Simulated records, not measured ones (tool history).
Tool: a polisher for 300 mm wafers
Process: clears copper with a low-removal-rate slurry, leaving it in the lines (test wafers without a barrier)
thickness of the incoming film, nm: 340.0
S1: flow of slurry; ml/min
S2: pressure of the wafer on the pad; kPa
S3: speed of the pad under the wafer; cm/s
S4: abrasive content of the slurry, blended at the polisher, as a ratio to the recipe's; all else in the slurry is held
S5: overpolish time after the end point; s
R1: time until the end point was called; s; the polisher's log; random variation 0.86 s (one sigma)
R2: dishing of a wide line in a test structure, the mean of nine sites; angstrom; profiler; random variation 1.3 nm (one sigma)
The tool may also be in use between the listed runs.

run  hour   S1    S2   S3  S4  S5      R1      R2
  1     0  310  25.5  128   1   8  61.636  303.01
  2   3.7  310  26.9  128   1   9  60.241   366.6
  3   6.8  310  28.3  128   1   9  58.371  359.48
  4   7.9  310  29.6  130   1  10  54.988  419.84
  5  11.1  310  30.3  130   1  11  53.585  463.87
  6  14.5  230  30.3  130   1  11  56.624  448.09
  7    21  235    31  130   1  11   55.06     466

The next listed run, before its measurement:
  8  29.8  235  31  130   1  11   ?   ?

R1: 54.936 s
R2: 470.8 angstrom
